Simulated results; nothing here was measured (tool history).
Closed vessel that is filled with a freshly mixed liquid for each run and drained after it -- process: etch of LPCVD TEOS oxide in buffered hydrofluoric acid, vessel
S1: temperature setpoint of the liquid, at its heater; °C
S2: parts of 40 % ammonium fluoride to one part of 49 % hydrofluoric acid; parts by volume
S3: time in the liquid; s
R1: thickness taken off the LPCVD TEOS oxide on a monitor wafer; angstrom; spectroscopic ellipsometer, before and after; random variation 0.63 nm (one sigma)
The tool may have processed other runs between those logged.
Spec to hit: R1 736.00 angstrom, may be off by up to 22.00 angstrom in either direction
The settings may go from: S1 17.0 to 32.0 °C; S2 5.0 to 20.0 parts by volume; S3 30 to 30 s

run,hour,S1,S2,S3,R1
1,0.0,24.0,12.0,30,564.50
2,5.2,24.0,12.0,30,555.61
3,11.8,25.5,12.0,30,610.77
4,16.0,22.5,12.0,30,517.44
5,20.9,24.5,12.0,30,578.64
6,27.3,26.0,12.0,30,624.84
7,29.0,27.0,12.0,30,655.19
# hour 34.8: hydrofluoric acid flow meter replaced
8,34.8,27.5,12.0,30,719.30
9,41.1,27.5,12.0,30,703.87

Exactly one of the 5 candidate moves below puts every result within its allowed miss. Which one?
A,47.4,27.5,13.0,30,?
B,47.4,27.0,13.0,30,?
C,47.4,28.0,13.5,30,?
D,47.4,25.5,10.5,30,?
E,47.4,27.5,12.5,30,?

move,R1
A,665.83
B,648.27
C,659.01
D,736.65
E,691.86
A: its largest miss is bigger than the last run's
B: its largest miss is bigger than the last run's
C: its largest miss is bigger than the last run's
D: every result lands within tolerance
E: its largest miss is bigger than the last run's
Correct choice: D, which meets every target

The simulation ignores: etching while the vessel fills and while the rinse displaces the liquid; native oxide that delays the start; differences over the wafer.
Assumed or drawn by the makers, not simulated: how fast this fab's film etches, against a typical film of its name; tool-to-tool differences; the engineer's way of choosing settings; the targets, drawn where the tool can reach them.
